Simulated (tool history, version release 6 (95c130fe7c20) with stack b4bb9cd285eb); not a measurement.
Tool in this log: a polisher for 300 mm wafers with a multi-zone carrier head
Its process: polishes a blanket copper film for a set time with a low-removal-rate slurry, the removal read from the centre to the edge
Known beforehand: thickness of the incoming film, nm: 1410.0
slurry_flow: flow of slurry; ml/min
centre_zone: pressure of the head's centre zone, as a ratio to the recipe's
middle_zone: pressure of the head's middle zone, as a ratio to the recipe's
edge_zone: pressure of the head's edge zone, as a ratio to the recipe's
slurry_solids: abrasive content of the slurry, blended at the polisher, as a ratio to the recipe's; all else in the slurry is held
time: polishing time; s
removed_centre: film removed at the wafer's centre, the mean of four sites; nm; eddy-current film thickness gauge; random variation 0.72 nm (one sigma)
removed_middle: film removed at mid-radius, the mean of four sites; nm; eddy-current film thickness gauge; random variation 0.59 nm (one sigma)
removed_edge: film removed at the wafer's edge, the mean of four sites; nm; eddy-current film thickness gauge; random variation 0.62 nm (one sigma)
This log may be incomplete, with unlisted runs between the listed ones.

Run 1, day 0: slurry_flow 165 ml/min, centre_zone 1, middle_zone 1, edge_zone 1, slurry_solids 1, time 32 s. Result: removed_centre 89.015 nm, removed_middle 88.758 nm, removed_edge 86.543 nm.
Run 2, day 0.167: slurry_flow 165 ml/min, centre_zone 1, middle_zone 1, edge_zone 0.96, slurry_solids 1, time 32 s. Result: removed_centre 88.898 nm, removed_middle 88.265 nm, removed_edge 84.675 nm.
Run 3, day 0.492: slurry_flow 165 ml/min, centre_zone 1.07, middle_zone 1, edge_zone 0.96, slurry_solids 1, time 32 s. Result: removed_centre 94.907 nm, removed_middle 87.931 nm, removed_edge 83.817 nm.
Run 4, day 0.788: slurry_flow 165 ml/min, centre_zone 1.07, middle_zone 0.93, edge_zone 0.96, slurry_solids 1, time 32 s. Result: removed_centre 96.251 nm, removed_middle 82.524 nm, removed_edge 84.004 nm.
Run 5, day 0.929: slurry_flow 165 ml/min, centre_zone 1.07, middle_zone 0.93, edge_zone 1.04, slurry_solids 1, time 32 s. Result: removed_centre 95.546 nm, removed_middle 82.794 nm, removed_edge 88.873 nm.
Run 6, day 1.262: slurry_flow 165 ml/min, centre_zone 1.13, middle_zone 0.93, edge_zone 1.04, slurry_solids 1, time 32 s. Result: removed_centre 100.43 nm, removed_middle 82.808 nm, removed_edge 89.34 nm.
Run 7, day 1.504: slurry_flow 160 ml/min, centre_zone 1.12, middle_zone 0.92, edge_zone 1.03, slurry_solids 1, time 32 s. Result: removed_centre 96.962 nm, removed_middle 82.029 nm, removed_edge 88.248 nm.
Run 8, day 1.538: slurry_flow 160 ml/min, centre_zone 1.12, middle_zone 0.92, edge_zone 1.03, slurry_solids 1, time 32 s. Result: removed_centre 99.383 nm, removed_middle 81.883 nm, removed_edge 87.499 nm.
Run 9, day 1.742: slurry_flow 155 ml/min, centre_zone 1.11, middle_zone 0.91, edge_zone 1.03, slurry_solids 1, time 32 s. Result: removed_centre 98.652 nm, removed_middle 81.091 nm, removed_edge 87.377 nm.

What will run 10 give?
Run 10, day 1.904: slurry_flow 150 ml/min, centre_zone 1.09, middle_zone 0.9, edge_zone 1.03, slurry_solids 1, time 32 s. Result: removed_centre ?, removed_middle ?, removed_edge ?.

removed_centre: 95.143 nm
removed_middle: 79.456 nm
removed_edge: 85.858 nm
